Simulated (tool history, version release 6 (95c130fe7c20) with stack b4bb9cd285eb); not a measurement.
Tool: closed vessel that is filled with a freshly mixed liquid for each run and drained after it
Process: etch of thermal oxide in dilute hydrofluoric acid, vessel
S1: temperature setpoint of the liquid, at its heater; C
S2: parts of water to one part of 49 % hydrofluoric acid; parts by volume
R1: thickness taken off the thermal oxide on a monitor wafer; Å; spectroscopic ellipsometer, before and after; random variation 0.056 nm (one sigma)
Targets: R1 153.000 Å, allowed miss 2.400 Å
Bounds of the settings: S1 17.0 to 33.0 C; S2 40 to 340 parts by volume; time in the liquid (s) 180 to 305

Run 1, hour 0.0: S1 25.0 C, S2 190 parts by volume, time in the liquid (s) 305. Result: R1 66.536 Å.
Run 2, hour 2.0: S1 27.0 C, S2 170 parts by volume, time in the liquid (s) 305. Result: R1 82.430 Å.
Run 3, hour 4.7: S1 24.0 C, S2 170 parts by volume, time in the liquid (s) 305. Result: R1 73.981 Å.
Run 4, hour 13.8: S1 26.5 C, S2 155 parts by volume, time in the liquid (s) 305. Result: R1 90.517 Å.
At hour 22.2: hydrofluoric acid flow meter replaced.
Run 5, hour 22.2: S1 26.5 C, S2 155 parts by volume, time in the liquid (s) 180. Result: R1 60.242 Å.
Run 6, hour 28.5: S1 26.5 C, S2 120 parts by volume, time in the liquid (s) 180. Result: R1 81.221 Å.
Run 7, hour 36.7: S1 28.0 C, S2 100 parts by volume, time in the liquid (s) 190. Result: R1 111.740 Å.
Run 8, hour 44.4: S1 29.5 C, S2 100 parts by volume, time in the liquid (s) 190. Result: R1 118.480 Å.
Run 9, hour 49.7: S1 30.5 C, S2 100 parts by volume, time in the liquid (s) 190. Result: R1 123.220 Å.
Run 10, hour 52.3: S1 31.0 C, S2 95 parts by volume, time in the liquid (s) 190. Result: R1 133.380 Å.
Run 11, hour 58.0: S1 31.5 C, S2 95 parts by volume, time in the liquid (s) 190. Result: R1 135.790 Å.
Run 12, hour 59.6: S1 32.0 C, S2 95 parts by volume, time in the liquid (s) 190. Result: R1 138.340 Å.
Run 13, hour 64.9: S1 33.0 C, S2 85 parts by volume, time in the liquid (s) 190. Result: R1 162.230 Å.
Run 14, hour 71.1: S1 32.0 C, S2 85 parts by volume, time in the liquid (s) 190. Result: R1 156.930 Å.

Which of these 5 next moves meets every target?
Run A, hour 77.3: S1 29.0 C, S2 110 parts by volume, time in the liquid (s) 290. Result: R1 ?.
Run B, hour 77.3: S1 25.0 C, S2 65 parts by volume, time in the liquid (s) 180. Result: R1 ?.
Run C, hour 77.3: S1 31.5 C, S2 130 parts by volume, time in the liquid (s) 295. Result: R1 ?.
Run D, hour 77.3: S1 33.0 C, S2 140 parts by volume, time in the liquid (s) 305. Result: R1 ?.
Run E, hour 77.3: S1 32.5 C, S2 125 parts by volume, time in the liquid (s) 295. Result: R1 ?.

move       R1
   A  158.170
   B  151.050
   C  145.190
   D  144.980
   E  157.630
A: further off than the last run
B: meets every target
C: takes the result that was furthest off past its target
D: takes the result that was furthest off past its target
E: further off than the last run
The right move is B.
